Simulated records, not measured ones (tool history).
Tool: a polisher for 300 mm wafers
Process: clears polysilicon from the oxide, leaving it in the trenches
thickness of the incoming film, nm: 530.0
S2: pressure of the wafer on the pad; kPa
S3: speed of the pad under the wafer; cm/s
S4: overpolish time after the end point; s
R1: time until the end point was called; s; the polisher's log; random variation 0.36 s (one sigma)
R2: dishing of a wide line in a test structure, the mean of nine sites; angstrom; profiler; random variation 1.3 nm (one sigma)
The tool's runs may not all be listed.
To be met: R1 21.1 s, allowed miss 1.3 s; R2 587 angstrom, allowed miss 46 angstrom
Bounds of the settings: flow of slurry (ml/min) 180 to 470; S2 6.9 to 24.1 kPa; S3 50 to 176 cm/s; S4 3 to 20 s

{"run": 1, "hour": 0.0, "flow of slurry (ml/min)": 300, "S2": 15.2, "S3": 112, "S4": 10, "R1": 33.935, "R2": 541.25}
{"run": 2, "hour": 5.2, "flow of slurry (ml/min)": 300, "S2": 15.9, "S3": 112, "S4": 10, "R1": 32.157, "R2": 542.3}
{"run": 3, "hour": 14.1, "flow of slurry (ml/min)": 300, "S2": 12.4, "S3": 112, "S4": 10, "R1": 41.502, "R2": 493.64}
{"run": 4, "hour": 16.5, "flow of slurry (ml/min)": 300, "S2": 13.8, "S3": 114, "S4": 10, "R1": 36.856, "R2": 526.34}
{"run": 5, "hour": 24.7, "flow of slurry (ml/min)": 300, "S2": 15.2, "S3": 114, "S4": 10, "R1": 33.622, "R2": 523.23}
{"run": 6, "hour": 28.2, "flow of slurry (ml/min)": 300, "S2": 15.9, "S3": 114, "S4": 10, "R1": 31.902, "R2": 562.64}
{"run": 7, "hour": 29.9, "flow of slurry (ml/min)": 300, "S2": 16.5, "S3": 116, "S4": 9, "R1": 30.994, "R2": 557.61}
{"run": 8, "hour": 32.0, "flow of slurry (ml/min)": 305, "S2": 17.2, "S3": 118, "S4": 8, "R1": 28.496, "R2": 525.95}

Which of these 5 next moves meets every target?
{"run": "A", "hour": 34.1, "flow of slurry (ml/min)": 315, "S2": 13.8, "S3": 88, "S4": 9, "R1": "?", "R2": "?"}
{"run": "B", "hour": 34.1, "flow of slurry (ml/min)": 325, "S2": 14.5, "S3": 100, "S4": 9, "R1": "?", "R2": "?"}
{"run": "C", "hour": 34.1, "flow of slurry (ml/min)": 260, "S2": 18.6, "S3": 66, "S4": 11, "R1": "?", "R2": "?"}
{"run": "D", "hour": 34.1, "flow of slurry (ml/min)": 350, "S2": 18.6, "S3": 146, "S4": 10, "R1": "?", "R2": "?"}
{"run": "E", "hour": 34.1, "flow of slurry (ml/min)": 270, "S2": 18.6, "S3": 84, "S4": 12, "R1": "?", "R2": "?"}

move=A R1=47.125 R2=446.75
move=B R1=39.645 R2=477.72
move=C R1=47.085 R2=482.5
move=D R1=21.38 R2=556.87
move=E R1=37.275 R2=527.03
A: further off than the last run
B: further off than the last run
C: further off than the last run
D: meets every target
E: further off than the last run
Move D is the one to make.
